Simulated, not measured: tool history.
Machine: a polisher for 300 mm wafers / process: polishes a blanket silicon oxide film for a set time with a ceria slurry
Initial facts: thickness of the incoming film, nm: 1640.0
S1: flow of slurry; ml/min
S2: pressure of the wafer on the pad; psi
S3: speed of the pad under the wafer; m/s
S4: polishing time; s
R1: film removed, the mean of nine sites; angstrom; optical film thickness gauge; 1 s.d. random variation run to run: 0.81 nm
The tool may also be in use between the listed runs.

run	hour	S1	S2	S3	S4	R1
1	0	220	2.7	1.36	42	2286.3
2	1.6	220	3.3	1.36	42	2799.7
3	10	215	2.9	1.28	42	2279.2
4	18.6	210	2.6	1.24	42	2009.3
5	20.3	210	2.6	1.56	42	2538.1
6	27.7	210	2.6	1.32	42	2157.3
7	34.3	210	2.3	1.24	42	1784.8
8	41.4	210	2.1	1.2	42	1609.9

For run 9, what comes out?
9	49.7	210	1.9	1.18	42	?

{"run 9": {"R1": 1424}}
